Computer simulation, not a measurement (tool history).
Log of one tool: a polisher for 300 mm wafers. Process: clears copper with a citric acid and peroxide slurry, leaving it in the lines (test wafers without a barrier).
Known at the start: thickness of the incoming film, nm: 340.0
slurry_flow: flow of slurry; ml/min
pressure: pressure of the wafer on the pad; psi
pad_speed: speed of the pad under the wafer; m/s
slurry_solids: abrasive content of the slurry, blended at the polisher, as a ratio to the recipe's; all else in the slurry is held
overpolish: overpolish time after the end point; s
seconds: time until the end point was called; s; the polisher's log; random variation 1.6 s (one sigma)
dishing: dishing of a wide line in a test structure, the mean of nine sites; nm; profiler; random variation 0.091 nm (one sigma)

run	hour	slurry_flow	pressure	pad_speed	slurry_solids	overpolish	seconds	dishing
1	0	165	3.3	1.04	1	8	119.08	13.72
2	1.5	165	2.9	1.04	1	8	131.25	12.404
3	9.1	165	2.9	1.2	1	8	115.37	14.152
4	11.2	160	2.4	1.18	1	8	140.72	12.114
5	12.4	200	2.4	1.18	1	8	133.67	12.249
6	15.4	200	2.4	1.18	1.1	8	129.97	12.804

The next listed run, before its measurement:
7	22.8	195	2.1	1.16	1.1	8	?	?

seconds: 149.61 s
dishing: 11.405 nm

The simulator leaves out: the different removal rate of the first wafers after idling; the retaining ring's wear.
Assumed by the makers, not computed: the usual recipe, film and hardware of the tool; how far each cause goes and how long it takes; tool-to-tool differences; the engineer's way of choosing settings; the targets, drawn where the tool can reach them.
